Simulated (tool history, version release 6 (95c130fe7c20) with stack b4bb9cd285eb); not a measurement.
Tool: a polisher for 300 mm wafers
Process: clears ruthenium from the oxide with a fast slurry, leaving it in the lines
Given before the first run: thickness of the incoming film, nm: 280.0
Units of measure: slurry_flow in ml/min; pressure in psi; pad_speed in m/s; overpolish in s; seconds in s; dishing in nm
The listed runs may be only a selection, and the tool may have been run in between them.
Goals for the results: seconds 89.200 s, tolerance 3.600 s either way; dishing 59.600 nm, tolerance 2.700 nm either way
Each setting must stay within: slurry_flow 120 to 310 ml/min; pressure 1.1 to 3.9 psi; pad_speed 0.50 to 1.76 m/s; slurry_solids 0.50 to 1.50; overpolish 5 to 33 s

Run 1, hour 0.0: slurry_flow 200 ml/min, pressure 2.5 psi, pad_speed 1.12 m/s, slurry_solids 1.00, overpolish 17 s. Result: seconds 72.246 s, dishing 52.713 nm.
Run 2, hour 3.8: slurry_flow 200 ml/min, pressure 2.5 psi, pad_speed 1.12 m/s, slurry_solids 1.20, overpolish 17 s. Result: seconds 63.486 s, dishing 59.715 nm.
Run 3, hour 9.1: slurry_flow 200 ml/min, pressure 2.5 psi, pad_speed 1.12 m/s, slurry_solids 1.35, overpolish 17 s. Result: seconds 60.047 s, dishing 62.667 nm.
Run 4, hour 14.4: slurry_flow 200 ml/min, pressure 2.5 psi, pad_speed 0.98 m/s, slurry_solids 1.35, overpolish 17 s. Result: seconds 66.378 s, dishing 57.336 nm.
Run 5, hour 18.6: slurry_flow 200 ml/min, pressure 2.4 psi, pad_speed 0.98 m/s, slurry_solids 1.35, overpolish 18 s. Result: seconds 69.375 s, dishing 58.135 nm.
Run 6, hour 22.6: slurry_flow 200 ml/min, pressure 2.4 psi, pad_speed 0.98 m/s, slurry_solids 1.40, overpolish 18 s. Result: seconds 67.938 s, dishing 59.538 nm.
At hour 29.0: slurry blender recalibrated.
Run 7, hour 29.0: slurry_flow 200 ml/min, pressure 2.3 psi, pad_speed 0.98 m/s, slurry_solids 1.40, overpolish 18 s. Result: seconds 61.990 s, dishing 63.341 nm.
Run 8, hour 29.6: slurry_flow 200 ml/min, pressure 2.3 psi, pad_speed 0.98 m/s, slurry_solids 1.40, overpolish 18 s. Result: seconds 61.593 s, dishing 63.547 nm.
Run 9, hour 31.0: slurry_flow 195 ml/min, pressure 2.4 psi, pad_speed 0.94 m/s, slurry_solids 1.40, overpolish 18 s. Result: seconds 61.852 s, dishing 62.713 nm.
Run 10, hour 33.7: slurry_flow 205 ml/min, pressure 2.4 psi, pad_speed 0.94 m/s, slurry_solids 1.40, overpolish 18 s. Result: seconds 60.840 s, dishing 62.825 nm.
Run 11, hour 40.0: slurry_flow 195 ml/min, pressure 2.4 psi, pad_speed 0.96 m/s, slurry_solids 1.40, overpolish 18 s. Result: seconds 59.894 s, dishing 63.954 nm.

Which single option among these 4 for the next run brings every result within its allowed miss of target? Just one does.
Run A, hour 46.3: slurry_flow 310 ml/min, pressure 1.9 psi, pad_speed 1.14 m/s, slurry_solids 0.75, overpolish 24 s. Result: seconds ?, dishing ?.
Run B, hour 46.3: slurry_flow 290 ml/min, pressure 1.6 psi, pad_speed 0.94 m/s, slurry_solids 1.20, overpolish 30 s. Result: seconds ?, dishing ?.
Run C, hour 46.3: slurry_flow 310 ml/min, pressure 1.7 psi, pad_speed 0.90 m/s, slurry_solids 1.25, overpolish 22 s. Result: seconds ?, dishing ?.
Run D, hour 46.3: slurry_flow 265 ml/min, pressure 1.8 psi, pad_speed 0.86 m/s, slurry_solids 1.40, overpolish 20 s. Result: seconds ?, dishing ?.

move  seconds  dishing
   A   90.413   60.346
   B   94.550   70.217
   C   90.075   56.144
   D   85.249   54.203
A: hits every target within its allowed miss
B: takes the result that was furthest off past its target
C: puts the biggest miss on target and leaves a different result outside tolerance
D: an improvement on the last run, though not all results are within tolerance
A meets every target.
